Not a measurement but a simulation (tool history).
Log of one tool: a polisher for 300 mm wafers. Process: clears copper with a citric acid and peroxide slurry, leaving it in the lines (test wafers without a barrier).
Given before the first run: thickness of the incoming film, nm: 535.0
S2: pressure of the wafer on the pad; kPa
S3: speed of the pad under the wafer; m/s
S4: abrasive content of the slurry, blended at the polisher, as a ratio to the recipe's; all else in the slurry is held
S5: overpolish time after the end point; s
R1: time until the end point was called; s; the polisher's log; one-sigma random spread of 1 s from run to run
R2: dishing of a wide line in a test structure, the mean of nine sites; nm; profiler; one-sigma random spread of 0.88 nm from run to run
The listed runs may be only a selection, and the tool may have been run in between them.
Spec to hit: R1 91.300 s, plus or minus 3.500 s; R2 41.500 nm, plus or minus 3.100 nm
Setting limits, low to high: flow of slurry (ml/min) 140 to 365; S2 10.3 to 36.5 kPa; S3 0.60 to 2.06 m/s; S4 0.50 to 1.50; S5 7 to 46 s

{"run": 1, "day": 0.0, "flow of slurry (ml/min)": 235, "S2": 23.4, "S3": 1.32, "S4": 1.0, "S5": 24, "R1": 129.99, "R2": 57.899}
{"run": 2, "day": 0.121, "flow of slurry (ml/min)": 235, "S2": 23.4, "S3": 1.32, "S4": 1.0, "S5": 20, "R1": 133.59, "R2": 48.08}
{"run": 3, "day": 0.454, "flow of slurry (ml/min)": 235, "S2": 23.4, "S3": 1.32, "S4": 1.0, "S5": 27, "R1": 130.59, "R2": 64.758}
{"run": 4, "day": 0.492, "flow of slurry (ml/min)": 235, "S2": 26.9, "S3": 1.32, "S4": 1.0, "S5": 27, "R1": 118.62, "R2": 74.024}
{"run": 5, "day": 0.729, "flow of slurry (ml/min)": 235, "S2": 26.9, "S3": 1.32, "S4": 1.0, "S5": 35, "R1": 118.23, "R2": 83.17}
{"run": 6, "day": 1.008, "flow of slurry (ml/min)": 235, "S2": 26.9, "S3": 1.32, "S4": 0.8, "S5": 35, "R1": 124.46, "R2": 81.159}
{"run": 7, "day": 1.196, "flow of slurry (ml/min)": 235, "S2": 26.9, "S3": 1.32, "S4": 0.8, "S5": 35, "R1": 124.76, "R2": 83.069}
{"run": 8, "day": 1.417, "flow of slurry (ml/min)": 240, "S2": 33.8, "S3": 1.36, "S4": 0.8, "S5": 24, "R1": 102.39, "R2": 76.602}
{"run": 9, "day": 1.479, "flow of slurry (ml/min)": 240, "S2": 32.4, "S3": 1.48, "S4": 0.75, "S5": 21, "R1": 97.261, "R2": 68.299}
{"run": 10, "day": 1.808, "flow of slurry (ml/min)": 240, "S2": 31.7, "S3": 1.54, "S4": 0.7, "S5": 18, "R1": 95.169, "R2": 57.905}
{"run": 11, "day": 2.017, "flow of slurry (ml/min)": 240, "S2": 31.7, "S3": 1.56, "S4": 0.65, "S5": 16, "R1": 93.912, "R2": 53.879}
{"run": 12, "day": 2.246, "flow of slurry (ml/min)": 240, "S2": 31.7, "S3": 1.58, "S4": 0.65, "S5": 15, "R1": 94.843, "R2": 54.326}
{"run": 13, "day": 2.308, "flow of slurry (ml/min)": 240, "S2": 31.7, "S3": 1.58, "S4": 0.65, "S5": 15, "R1": 94.221, "R2": 54.151}
{"run": 14, "day": 2.538, "flow of slurry (ml/min)": 240, "S2": 31.7, "S3": 1.6, "S4": 0.65, "S5": 13, "R1": 95.912, "R2": 49.236}
{"run": 15, "day": 2.883, "flow of slurry (ml/min)": 245, "S2": 33.8, "S3": 1.62, "S4": 0.65, "S5": 7, "R1": 88.45, "R2": 28.666}
{"run": 16, "day": 3.129, "flow of slurry (ml/min)": 240, "S2": 33.1, "S3": 1.64, "S4": 0.6, "S5": 7, "R1": 89.773, "R2": 29.49}
{"run": 17, "day": 3.417, "flow of slurry (ml/min)": 240, "S2": 32.4, "S3": 1.66, "S4": 0.6, "S5": 8, "R1": 88.925, "R2": 32.352}

Which of these 4 next moves meets every target?
{"run": "A", "day": 3.704, "flow of slurry (ml/min)": 240, "S2": 30.3, "S3": 1.9, "S4": 0.55, "S5": 11, "R1": "?", "R2": "?"}
{"run": "B", "day": 3.704, "flow of slurry (ml/min)": 215, "S2": 33.1, "S3": 1.62, "S4": 0.65, "S5": 11, "R1": "?", "R2": "?"}
{"run": "C", "day": 3.704, "flow of slurry (ml/min)": 200, "S2": 32.4, "S3": 1.52, "S4": 0.95, "S5": 7, "R1": "?", "R2": "?"}
{"run": "D", "day": 3.704, "flow of slurry (ml/min)": 260, "S2": 31.7, "S3": 1.7, "S4": 0.65, "S5": 9, "R1": "?", "R2": "?"}

move=A R1=83.041 R2=45.777
move=B R1=90.194 R2=42.715
move=C R1=92.904 R2=27.632
move=D R1=86.746 R2=36.956
A: the result that was furthest off in the last run now lies on the other side of its target
B: all results in spec
C: its largest miss is bigger than the last run's
D: closer than the last run, but not yet in spec
The right move is B.
